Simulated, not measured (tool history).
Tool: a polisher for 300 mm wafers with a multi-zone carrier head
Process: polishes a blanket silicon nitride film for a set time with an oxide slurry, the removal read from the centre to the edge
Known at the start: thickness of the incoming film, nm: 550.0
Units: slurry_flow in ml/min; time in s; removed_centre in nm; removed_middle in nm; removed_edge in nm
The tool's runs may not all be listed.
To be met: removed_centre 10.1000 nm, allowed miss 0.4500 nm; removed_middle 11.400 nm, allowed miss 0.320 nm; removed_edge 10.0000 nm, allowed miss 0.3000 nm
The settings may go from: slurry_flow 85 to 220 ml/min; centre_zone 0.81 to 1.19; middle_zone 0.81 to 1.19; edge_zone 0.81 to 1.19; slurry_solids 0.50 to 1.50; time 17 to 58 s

run  hour  slurry_flow  centre_zone  middle_zone  edge_zone  slurry_solids  time  removed_centre  removed_middle  removed_edge
  1   0.0          140         1.00         1.00       1.00           1.00    37         22.2770          21.995       22.2810
  2   6.8          140         0.93         1.00       1.00           1.00    37         20.8180          21.971       21.7960
  3  14.4          135         0.92         1.01       0.95           0.85    32         16.0550          17.543       17.2040
  4  22.4          135         0.85         1.01       0.95           0.85    32         14.8200          17.573       17.0490
  5  28.0          135         0.85         0.96       0.95           0.85    32         14.9360          16.719       17.0510
  6  31.3          135         0.85         0.96       1.03           0.85    32         15.0090          16.668       17.7740
  7  33.9          140         0.88         0.99       0.97           0.75    29         12.9040          14.524       14.6130
  8  38.9          150         0.90         1.01       0.94           0.70    28         12.5130          13.808       13.4090
  9  45.4          155         0.90         1.02       0.91           0.65    27         11.3970          12.970       12.2060
 10  53.1          160         0.91         1.02       0.88           0.60    27         11.0420          12.194       11.4320
 11  54.0          160         0.91         1.03       0.86           0.55    27         10.4840          11.617       10.5310
 12  58.8          155         0.91         1.03       0.85           0.55    27         10.1140          11.443       10.4200
 13  66.7          155         0.92         1.04       0.84           0.55    27         10.4060          11.490       10.4510

4 next moves are on the table. One of them brings every result within its allowed miss. Which?
  A  74.6          110         0.86         0.92       0.87           0.60    28               ?               ?             ?
  B  74.6          165         0.91         1.13       0.81           0.55    26               ?               ?             ?
  C  74.6          135         0.99         1.08       0.88           0.50    30               ?               ?             ?
  D  74.6          190         0.91         1.04       0.81           0.75    21               ?               ?             ?

move  removed_centre  removed_middle  removed_edge
   A         10.1600          10.822       11.2890
   B          9.9494          11.911        9.9515
   C         11.0760          11.919       10.7910
   D         10.1400          11.288       10.0860
A: further off than the last run
B: brings the result that was furthest off to its target, and leaves another outside
C: further off than the last run
D: meets every target
The right move is D.

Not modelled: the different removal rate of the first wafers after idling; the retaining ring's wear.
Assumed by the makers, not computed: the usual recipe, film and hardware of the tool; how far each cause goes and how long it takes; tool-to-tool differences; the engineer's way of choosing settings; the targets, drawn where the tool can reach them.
